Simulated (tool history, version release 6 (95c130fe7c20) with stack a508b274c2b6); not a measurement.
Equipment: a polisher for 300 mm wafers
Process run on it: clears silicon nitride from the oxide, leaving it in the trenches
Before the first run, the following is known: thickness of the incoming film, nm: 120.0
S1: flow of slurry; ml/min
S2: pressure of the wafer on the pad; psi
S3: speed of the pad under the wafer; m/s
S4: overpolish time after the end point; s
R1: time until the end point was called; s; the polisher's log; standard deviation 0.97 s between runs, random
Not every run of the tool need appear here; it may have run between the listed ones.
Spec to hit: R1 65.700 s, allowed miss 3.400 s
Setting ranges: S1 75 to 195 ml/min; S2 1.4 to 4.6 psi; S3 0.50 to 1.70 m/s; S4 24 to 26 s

run,hour,S1,S2,S3,S4,R1
1,0.0,125,3.0,1.10,24,108.930
2,4.0,95,3.0,1.10,24,112.600
3,9.1,95,3.4,1.12,24,101.670
4,17.0,95,3.4,1.26,24,95.415
5,24.8,100,3.7,1.30,24,83.550
6,29.1,100,3.7,1.14,24,91.341
7,38.1,105,4.0,1.16,24,81.382
8,41.1,115,4.6,1.18,24,70.369
9,43.0,115,4.6,1.20,24,68.302

Pick the move, out of 5, that brings all results within their allowed miss; only one does.
A,44.9,165,4.5,1.26,24,?
B,44.9,120,4.2,1.28,24,?
C,44.9,140,4.5,0.98,24,?
D,44.9,120,4.2,1.22,26,?
E,44.9,110,4.5,1.12,26,?

move,R1
A,63.868
B,70.687
C,75.954
D,72.859
E,72.706
A: all results land within tolerance of their targets
B: further off than the last run
C: further off than the last run
D: further off than the last run
E: further off than the last run
Move A is the one to make.
